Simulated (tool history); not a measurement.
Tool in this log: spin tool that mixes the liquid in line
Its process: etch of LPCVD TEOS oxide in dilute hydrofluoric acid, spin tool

| run | day | temperature setpoint of the liquid (K) | parts of water to one part of 49 % hydrofluoric acid (parts by volume) | time under the liquid (s) | thickness taken off the LPCVD TEOS oxide on a monitor wafer (nm) |
|---|---|---|---|---|---|
| 1 | 0 | 298.15 | 240 | 130 | 9.5928 |
| 2 | 0.367 | 298.15 | 240 | 140 | 10.259 |
| 3 | 0.554 | 300.65 | 180 | 140 | 15.908 |
| 4 | 0.925 | 303.15 | 180 | 140 | 17.6 |
| 5 | 1.138 | 304.15 | 140 | 140 | 24.329 |
| 6 | 1.329 | 306.15 | 140 | 140 | 26.717 |
| 7 | 1.396 | 306.15 | 115 | 140 | 33.258 |

Run 8, settings as shown, results not yet in. Your forecast:
| 8 | 1.504 | 306.15 | 105 | 140 | ? |

Run 8 gave thickness taken off the LPCVD TEOS oxide on a monitor wafer (nm) 37.293.
